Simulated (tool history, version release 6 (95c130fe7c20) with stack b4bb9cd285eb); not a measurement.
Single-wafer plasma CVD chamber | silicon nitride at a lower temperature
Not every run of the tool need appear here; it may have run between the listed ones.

run,hour,heater temperature setpoint (K),chamber pressure (Pa),RF power (W),deposition time (s),mean film thickness on the monitor wafer (Å)
1,0.0,608.15,220,300,14.2,171.65
2,4.2,602.15,220,300,14.2,170.51
3,13.2,602.15,220,270,14.2,155.92
4,18.6,610.15,220,270,14.2,155.94
5,25.3,610.15,236,285,14.2,166.63
6,26.4,610.15,249,295,14.2,171.21
7,28.4,610.15,253,305,14.2,180.79
8,31.2,610.15,253,305,14.2,180.55

The next listed run, before its measurement:
9,37.7,610.15,263,310,14.2,?

Run 9 came out at mean film thickness on the monitor wafer (Å) 182.01.
